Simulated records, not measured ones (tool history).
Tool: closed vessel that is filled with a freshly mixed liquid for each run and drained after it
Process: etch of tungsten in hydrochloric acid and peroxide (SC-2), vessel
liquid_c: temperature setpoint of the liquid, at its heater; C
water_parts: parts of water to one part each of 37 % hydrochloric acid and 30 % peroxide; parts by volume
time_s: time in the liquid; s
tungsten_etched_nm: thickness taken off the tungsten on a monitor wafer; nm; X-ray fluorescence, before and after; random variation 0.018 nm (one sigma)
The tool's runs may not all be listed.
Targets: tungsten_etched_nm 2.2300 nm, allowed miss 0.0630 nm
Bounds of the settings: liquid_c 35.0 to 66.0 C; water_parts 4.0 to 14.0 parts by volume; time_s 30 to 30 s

Run 1, hour 0.0: liquid_c 50.0 C, water_parts 7.5 parts by volume, time_s 30 s. Result: tungsten_etched_nm 4.3046 nm.
Run 2, hour 2.6: liquid_c 50.0 C, water_parts 7.5 parts by volume, time_s 30 s. Result: tungsten_etched_nm 4.2242 nm.
Run 3, hour 6.7: liquid_c 50.0 C, water_parts 7.5 parts by volume, time_s 30 s. Result: tungsten_etched_nm 4.2387 nm.
Run 4, hour 13.6: liquid_c 47.0 C, water_parts 7.5 parts by volume, time_s 30 s. Result: tungsten_etched_nm 3.5055 nm.
Run 5, hour 21.1: liquid_c 47.0 C, water_parts 7.5 parts by volume, time_s 30 s. Result: tungsten_etched_nm 3.4663 nm.
Run 6, hour 23.8: liquid_c 45.0 C, water_parts 7.5 parts by volume, time_s 30 s. Result: tungsten_etched_nm 3.0479 nm.
Run 7, hour 32.9: liquid_c 43.5 C, water_parts 7.5 parts by volume, time_s 30 s. Result: tungsten_etched_nm 2.7529 nm.
Run 8, hour 35.6: liquid_c 40.0 C, water_parts 7.5 parts by volume, time_s 30 s. Result: tungsten_etched_nm 2.1200 nm.

4 next moves are on the table. One of them brings every result within its allowed miss. Which?
Run A, hour 38.3: liquid_c 36.5 C, water_parts 4.5 parts by volume, time_s 30 s. Result: tungsten_etched_nm ?.
Run B, hour 38.3: liquid_c 40.5 C, water_parts 8.0 parts by volume, time_s 30 s. Result: tungsten_etched_nm ?.
Run C, hour 38.3: liquid_c 42.5 C, water_parts 8.0 parts by volume, time_s 30 s. Result: tungsten_etched_nm ?.
Run D, hour 38.3: liquid_c 39.0 C, water_parts 6.5 parts by volume, time_s 30 s. Result: tungsten_etched_nm ?.

move  tungsten_etched_nm
   A              2.4294
   B              2.0967
   C              2.4134
   D              2.2195
A: takes the result that was furthest off past its target
B: further off than the last run
C: takes the result that was furthest off past its target
D: meets every target
Answer: D

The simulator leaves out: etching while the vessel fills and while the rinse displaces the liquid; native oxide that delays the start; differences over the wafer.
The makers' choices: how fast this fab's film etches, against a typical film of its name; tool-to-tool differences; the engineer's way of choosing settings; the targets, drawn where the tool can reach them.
